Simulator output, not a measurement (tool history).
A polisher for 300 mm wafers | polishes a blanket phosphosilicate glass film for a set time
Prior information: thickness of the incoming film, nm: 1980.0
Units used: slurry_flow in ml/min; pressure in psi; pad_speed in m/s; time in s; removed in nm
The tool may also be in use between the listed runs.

run,hour,slurry_flow,pressure,pad_speed,slurry_solids,time,removed
1,0.0,155,2.4,1.26,1.00,95,723.56
2,2.5,155,2.4,1.26,1.15,95,752.93
3,4.2,155,2.3,1.26,1.15,95,711.62
4,9.4,155,2.2,1.26,1.15,95,695.74
5,11.3,175,2.2,1.26,1.15,95,714.47
# hour 12.5: head pressure recalibrated
6,12.5,170,2.1,1.26,1.15,95,745.08
7,19.4,155,2.0,1.24,1.15,95,684.27

Run 8, settings as shown, results not yet in. Your forecast:
8,26.0,155,1.9,1.22,1.15,95,?

Run 8 gave removed 641.33 nm.
